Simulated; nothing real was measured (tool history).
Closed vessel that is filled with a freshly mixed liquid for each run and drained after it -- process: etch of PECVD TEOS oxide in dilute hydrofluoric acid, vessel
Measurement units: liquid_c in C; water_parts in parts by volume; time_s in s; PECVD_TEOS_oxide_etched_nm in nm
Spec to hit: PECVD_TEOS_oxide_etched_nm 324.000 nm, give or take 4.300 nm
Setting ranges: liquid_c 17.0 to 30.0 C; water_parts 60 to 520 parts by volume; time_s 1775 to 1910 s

run,day,liquid_c,water_parts,time_s,PECVD_TEOS_oxide_etched_nm
1,0.000,22.0,290,1775,92.324
2,0.175,20.5,290,1775,87.016
3,0.554,22.5,250,1775,113.230
4,0.829,24.0,220,1775,140.610
5,0.975,25.0,195,1775,167.830
6,1.271,25.0,195,1910,181.760
7,1.617,26.0,180,1910,206.520
8,1.850,27.0,170,1910,231.800
9,2.046,27.5,165,1910,242.590
10,2.138,28.0,160,1910,255.110
11,2.392,28.5,155,1910,271.340
12,2.550,29.0,150,1910,285.340
13,2.854,29.0,145,1910,298.580
14,2.921,29.5,140,1910,318.720

Which of these 5 next moves meets every target?
A,2.988,30.0,140,1910,?
B,2.988,28.0,125,1835,?
C,2.988,30.0,135,1885,?
D,2.988,30.0,135,1900,?
E,2.988,29.0,135,1845,?

move,PECVD_TEOS_oxide_etched_nm
A,325.100
B,331.440
C,334.960
D,337.620
E,316.070
A: in spec on every target
B: pushes the last run's worst result past its target
C: pushes the last run's worst result past its target
D: pushes the last run's worst result past its target
E: further off than the last run
So the answer is move A, the one that meets all the targets.
